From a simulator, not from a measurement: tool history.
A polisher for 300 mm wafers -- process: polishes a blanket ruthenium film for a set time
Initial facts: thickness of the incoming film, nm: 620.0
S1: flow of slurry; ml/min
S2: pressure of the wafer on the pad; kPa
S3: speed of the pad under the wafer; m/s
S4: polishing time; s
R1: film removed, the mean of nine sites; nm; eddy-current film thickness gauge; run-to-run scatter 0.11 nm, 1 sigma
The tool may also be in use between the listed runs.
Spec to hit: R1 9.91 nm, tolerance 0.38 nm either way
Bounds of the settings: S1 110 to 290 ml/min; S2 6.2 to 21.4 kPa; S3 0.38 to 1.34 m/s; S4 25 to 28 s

run    day   S1    S2    S3  S4      R1
  1      0  185  13.8  0.86  28  22.118
  2  0.229  150  13.8  0.86  28  20.924
  3  0.454  150  12.4  0.86  28  18.917
  4  0.608  120  12.4  0.86  28  17.996
  5  0.779  150  12.4  0.86  28  19.138
  6  1.058  150  12.4  0.86  25  16.894
  7   1.25  145    11  0.86  25   15.15
  8  1.375  140  10.3  0.86  25  14.098
  9  1.646  135   9.7  0.86  25  12.799
 10  1.862  135     9  0.86  25  11.922
 11  2.167  135   8.3  0.86  25  11.384

5 next moves are on the table. One of them brings every result within its allowed miss. Which?
  A  2.471  120   7.6   0.8  26   ?
  B  2.471  150     9  0.86  27   ?
  C  2.471  125   9.7  0.86  26   ?
  D  2.471  120  10.3  0.86  27   ?
  E  2.471  125   7.6   0.9  26   ?

move      R1
   A   9.681
   B  13.299
   C  13.201
   D  14.495
   E  10.965
A: meets every target
B: further off than the last run
C: further off than the last run
D: further off than the last run
E: closes in on the targets versus the last run, not all within tolerance yet
Answer: A
